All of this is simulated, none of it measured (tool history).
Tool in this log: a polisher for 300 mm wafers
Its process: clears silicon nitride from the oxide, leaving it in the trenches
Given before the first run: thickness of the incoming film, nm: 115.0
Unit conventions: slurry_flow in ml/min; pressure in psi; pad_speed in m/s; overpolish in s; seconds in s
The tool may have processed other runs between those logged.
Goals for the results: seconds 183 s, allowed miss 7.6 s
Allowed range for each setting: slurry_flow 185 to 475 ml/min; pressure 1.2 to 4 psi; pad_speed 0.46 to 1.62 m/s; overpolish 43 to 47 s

run,hour,slurry_flow,pressure,pad_speed,overpolish,seconds
1,0,305,2.6,1.04,43,159.23
2,7.5,305,2.5,1.04,43,160.24
3,12.3,305,2.5,1.04,47,163.42
4,15.9,305,2.9,1.04,47,143.46
5,18.9,305,3.2,1.04,47,135.55
6,25,305,3.2,0.92,47,150.99
7,31.7,305,3.1,0.92,47,153.2
8,34.9,305,3,0.92,47,159.2
9,41.2,305,3,0.92,47,159.1
# hour 45.5: worn pad replaced by a new one
10,45.5,305,2.9,0.92,47,153.4
11,54,305,2.8,0.9,47,157.38
12,58.9,305,2.7,0.88,47,166.48
13,61.7,305,2.6,0.88,47,170.95

Of the 5 settings listed for the next run, only one would bring every result within its allowed miss of target. Which one?
A,64.5,370,2.5,0.92,47,?
B,64.5,250,3.2,0.7,46,?
C,64.5,365,2.5,1.02,43,?
D,64.5,330,2.7,0.96,46,?
E,64.5,325,2.5,0.96,43,?

move,seconds
A,168.27
B,181.54
C,153.37
D,153.67
E,163.29
A: misses by more than the last run did
B: all results land within tolerance of their targets
C: misses by more than the last run did
D: misses by more than the last run did
E: misses by more than the last run did
Go with B: it meets all targets.

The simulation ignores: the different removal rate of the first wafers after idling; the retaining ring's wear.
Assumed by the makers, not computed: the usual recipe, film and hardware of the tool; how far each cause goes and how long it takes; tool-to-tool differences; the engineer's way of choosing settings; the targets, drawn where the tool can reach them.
